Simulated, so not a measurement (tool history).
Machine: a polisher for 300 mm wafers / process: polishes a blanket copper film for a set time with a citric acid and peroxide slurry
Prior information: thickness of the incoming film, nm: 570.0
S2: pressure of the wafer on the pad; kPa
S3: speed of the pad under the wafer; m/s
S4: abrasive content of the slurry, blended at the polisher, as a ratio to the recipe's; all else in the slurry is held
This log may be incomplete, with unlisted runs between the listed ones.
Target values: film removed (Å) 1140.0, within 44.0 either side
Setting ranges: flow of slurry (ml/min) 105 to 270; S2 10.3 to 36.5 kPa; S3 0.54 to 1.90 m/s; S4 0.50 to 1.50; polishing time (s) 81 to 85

Run 1, hour 0.0: flow of slurry (ml/min) 175, S2 23.4 kPa, S3 1.22 m/s, S4 1.00, polishing time (s) 81. Result: film removed (Å) 2361.2.
Run 2, hour 3.1: flow of slurry (ml/min) 175, S2 20.7 kPa, S3 1.18 m/s, S4 1.00, polishing time (s) 81. Result: film removed (Å) 2054.4.
Run 3, hour 8.2: flow of slurry (ml/min) 140, S2 20.7 kPa, S3 1.18 m/s, S4 1.00, polishing time (s) 81. Result: film removed (Å) 1967.6.
Run 4, hour 10.7: flow of slurry (ml/min) 140, S2 18.6 kPa, S3 1.14 m/s, S4 1.00, polishing time (s) 81. Result: film removed (Å) 1697.7.
Run 5, hour 13.9: flow of slurry (ml/min) 135, S2 16.5 kPa, S3 1.14 m/s, S4 1.00, polishing time (s) 81. Result: film removed (Å) 1515.8.
Run 6, hour 17.9: flow of slurry (ml/min) 135, S2 11.0 kPa, S3 1.14 m/s, S4 1.00, polishing time (s) 81. Result: film removed (Å) 1031.9.
Run 7, hour 26.0: flow of slurry (ml/min) 135, S2 11.7 kPa, S3 1.14 m/s, S4 1.00, polishing time (s) 81. Result: film removed (Å) 1090.2.
At hour 33.8: slurry nozzle cleaned.
Run 8, hour 33.8: flow of slurry (ml/min) 135, S2 12.4 kPa, S3 1.14 m/s, S4 1.00, polishing time (s) 81. Result: film removed (Å) 1257.9.

4 candidate next runs follow, results not yet known. Just one meets every target within its allowed miss. Identify it.
Run A, hour 41.6: flow of slurry (ml/min) 110, S2 11.7 kPa, S3 1.28 m/s, S4 1.05, polishing time (s) 83. Result: film removed (Å) ?.
Run B, hour 41.6: flow of slurry (ml/min) 170, S2 12.4 kPa, S3 1.08 m/s, S4 1.00, polishing time (s) 81. Result: film removed (Å) ?.
Run C, hour 41.6: flow of slurry (ml/min) 130, S2 12.4 kPa, S3 1.26 m/s, S4 0.95, polishing time (s) 85. Result: film removed (Å) ?.
Run D, hour 41.6: flow of slurry (ml/min) 120, S2 13.8 kPa, S3 0.94 m/s, S4 0.85, polishing time (s) 82. Result: film removed (Å) ?.

move  film removed (Å)
   A            1294.9
   B            1226.9
   C            1392.9
   D            1127.1
A: lands further from the targets than the last run did
B: nearer the targets than the last run, but a result is still out of spec
C: lands further from the targets than the last run did
D: every result lands within tolerance
Move D is the one to make.

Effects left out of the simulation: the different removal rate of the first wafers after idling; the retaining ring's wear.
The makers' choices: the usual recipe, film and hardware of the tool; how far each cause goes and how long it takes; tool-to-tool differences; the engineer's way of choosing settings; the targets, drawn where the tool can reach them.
